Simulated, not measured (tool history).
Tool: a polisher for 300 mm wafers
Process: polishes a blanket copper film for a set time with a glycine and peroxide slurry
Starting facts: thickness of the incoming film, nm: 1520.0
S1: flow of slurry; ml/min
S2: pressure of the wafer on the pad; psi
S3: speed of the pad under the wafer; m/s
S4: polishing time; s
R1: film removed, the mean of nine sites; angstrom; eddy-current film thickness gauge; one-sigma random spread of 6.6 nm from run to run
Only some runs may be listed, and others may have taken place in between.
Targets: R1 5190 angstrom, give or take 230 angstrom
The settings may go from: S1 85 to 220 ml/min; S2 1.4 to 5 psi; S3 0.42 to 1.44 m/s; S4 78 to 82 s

run 1 hour=0 | S1=140 S2=3.2 S3=0.92 S4=78 | R1=3555
run 2 hour=1 | S1=145 S2=3.5 S3=0.92 S4=78 | R1=3810.4
run 3 hour=9.2 | S1=145 S2=3.8 S3=0.92 S4=78 | R1=4068.1
run 4 hour=17.2 | S1=145 S2=3.8 S3=0.7 S4=78 | R1=3172.9
run 5 hour=22.4 | S1=145 S2=4.1 S3=0.74 S4=78 | R1=3516.5
run 6 hour=30.5 | S1=145 S2=4.5 S3=0.74 S4=78 | R1=3772
run 7 hour=33.9 | S1=150 S2=4.6 S3=0.78 S4=78 | R1=4145.9
-- hour=37.7 worn pad replaced by a new one
run 8 hour=37.7 | S1=155 S2=4.7 S3=0.8 S4=78 | R1=4773.7
run 9 hour=42.9 | S1=160 S2=4.7 S3=0.8 S4=78 | R1=4851.6

Pick the move, out of 5, that brings all results within their allowed miss; only one does.
run A hour=48.1 | S1=180 S2=4.2 S3=1 S4=82 | R1=?
run B hour=48.1 | S1=170 S2=5 S3=0.86 S4=80 | R1=?
run C hour=48.1 | S1=160 S2=5 S3=0.88 S4=82 | R1=?
run D hour=48.1 | S1=190 S2=4.9 S3=0.7 S4=82 | R1=?
run E hour=48.1 | S1=160 S2=4.9 S3=0.86 S4=78 | R1=?

move=A R1=5723.5
move=B R1=5528.2
move=C R1=5722.1
move=D R1=4759.3
move=E R1=5254.1
A: pushes the last run's worst result past its target
B: pushes the last run's worst result past its target
C: pushes the last run's worst result past its target
D: its largest miss is bigger than the last run's
E: in spec on every target
Correct choice: E, which meets every target

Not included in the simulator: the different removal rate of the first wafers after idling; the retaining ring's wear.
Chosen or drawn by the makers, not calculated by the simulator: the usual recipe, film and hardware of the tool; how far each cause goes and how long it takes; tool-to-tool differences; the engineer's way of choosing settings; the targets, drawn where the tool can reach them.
